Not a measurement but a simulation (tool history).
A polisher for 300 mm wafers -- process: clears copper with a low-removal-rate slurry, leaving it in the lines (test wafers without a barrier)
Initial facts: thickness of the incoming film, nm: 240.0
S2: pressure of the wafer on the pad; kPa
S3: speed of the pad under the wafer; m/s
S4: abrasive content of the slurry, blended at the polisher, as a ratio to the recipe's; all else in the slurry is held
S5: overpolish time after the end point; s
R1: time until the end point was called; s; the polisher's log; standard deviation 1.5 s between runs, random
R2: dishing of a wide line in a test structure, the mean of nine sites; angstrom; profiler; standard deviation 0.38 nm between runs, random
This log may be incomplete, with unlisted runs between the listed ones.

Run 1, day 0.000: flow of slurry (ml/min) 285, S2 14.5 kPa, S3 0.86 m/s, S4 1.0, S5 12 s. Result: R1 128.09 s, R2 143.44 angstrom.
Run 2, day 0.179: flow of slurry (ml/min) 315, S2 14.5 kPa, S3 0.86 m/s, S4 1.0, S5 12 s. Result: R1 128.36 s, R2 154.62 angstrom.
Run 3, day 0.404: flow of slurry (ml/min) 315, S2 14.5 kPa, S3 0.98 m/s, S4 1.0, S5 12 s. Result: R1 110.14 s, R2 170.49 angstrom.
Run 4, day 0.679: flow of slurry (ml/min) 325, S2 14.5 kPa, S3 0.98 m/s, S4 1.0, S5 12 s. Result: R1 113.90 s, R2 169.80 angstrom.
Run 5, day 0.733: flow of slurry (ml/min) 325, S2 14.5 kPa, S3 0.98 m/s, S4 1.0, S5 16 s. Result: R1 114.01 s, R2 218.52 angstrom.
Run 6, day 1.075: flow of slurry (ml/min) 325, S2 14.5 kPa, S3 0.82 m/s, S4 1.0, S5 16 s. Result: R1 131.13 s, R2 183.00 angstrom.
Run 7, day 1.150: flow of slurry (ml/min) 325, S2 15.9 kPa, S3 0.82 m/s, S4 1.0, S5 15 s. Result: R1 125.97 s, R2 188.34 angstrom.

Expected results for the next run?
Run 8, day 1.375: flow of slurry (ml/min) 325, S2 16.5 kPa, S3 0.84 m/s, S4 1.0, S5 14 s. Result: R1 ?, R2 ?.

Run 8 produced R1 117.52 s, R2 188.26 angstrom.
